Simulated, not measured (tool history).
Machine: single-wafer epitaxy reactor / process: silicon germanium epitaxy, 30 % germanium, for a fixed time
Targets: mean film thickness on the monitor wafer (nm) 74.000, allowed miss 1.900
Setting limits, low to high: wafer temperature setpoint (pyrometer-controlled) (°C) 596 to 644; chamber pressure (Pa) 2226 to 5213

run,hour,wafer temperature setpoint (pyrometer-controlled) (°C),chamber pressure (Pa),mean film thickness on the monitor wafer (nm)
1,0.0,620,3720,98.722
2,7.5,627,3720,107.570
3,8.6,627,3160,105.220
4,16.9,620,3080,93.483
5,19.4,615,3040,86.494
6,24.7,612,3013,82.190
7,26.1,610,3000,79.654
8,27.2,610,3000,79.979
9,34.8,608,2986,77.354

Consider the 4 candidate settings below. Which is the only one whose results all fall within their allowed miss of target?
A,42.4,612,2906,?
B,42.4,604,3253,?
C,42.4,609,3720,?
D,42.4,612,2573,?

move,mean film thickness on the monitor wafer (nm)
A,81.716
B,73.872
C,82.478
D,79.654
A: the biggest miss grows against the last run
B: all results land within tolerance of their targets
C: the biggest miss grows against the last run
D: the biggest miss grows against the last run
B is the move that brings every result within its allowed miss.
